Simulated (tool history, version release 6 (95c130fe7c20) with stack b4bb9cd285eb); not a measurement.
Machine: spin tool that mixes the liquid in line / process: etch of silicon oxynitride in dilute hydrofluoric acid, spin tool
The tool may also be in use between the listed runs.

run  hour  temperature setpoint of the liquid (K)  parts of water to one part of 49 % hydrofluoric acid (parts by volume)  time under the liquid (s)  thickness taken off the silicon oxynitride on a monitor wafer (angstrom)
  1     0                                  295.15                                                                     120                         75                                                                    10.571
  2   6.9                                  295.15                                                                     100                         75                                                                    12.873
  3    12                                  295.15                                                                      55                         75                                                                    24.018
  4    18                                  294.15                                                                      85                         75                                                                    14.827
  5  20.8                                  297.15                                                                      85                         75                                                                    16.457
  6  26.2                                  295.65                                                                      85                         75                                                                    15.421
  7  30.8                                  294.65                                                                     110                         75                                                                    11.334
  8    35                                  290.65                                                                     160                         70                                                                    5.7229
  9  39.9                                  290.65                                                                     170                         70                                                                    5.4502
 10  47.6                                  290.65                                                                     180                         70                                                                    5.0993
 11  56.2                                  290.65                                                                     185                         70                                                                    4.9433
 12  58.1                                  290.65                                                                     190                         70                                                                    4.7473

What will run 13 give?
 13  62.4                                  290.65                                                                     195                         70                                                                         ?

{"run 13": {"thickness taken off the silicon oxynitride on a monitor wafer (angstrom)": 4.6402}}

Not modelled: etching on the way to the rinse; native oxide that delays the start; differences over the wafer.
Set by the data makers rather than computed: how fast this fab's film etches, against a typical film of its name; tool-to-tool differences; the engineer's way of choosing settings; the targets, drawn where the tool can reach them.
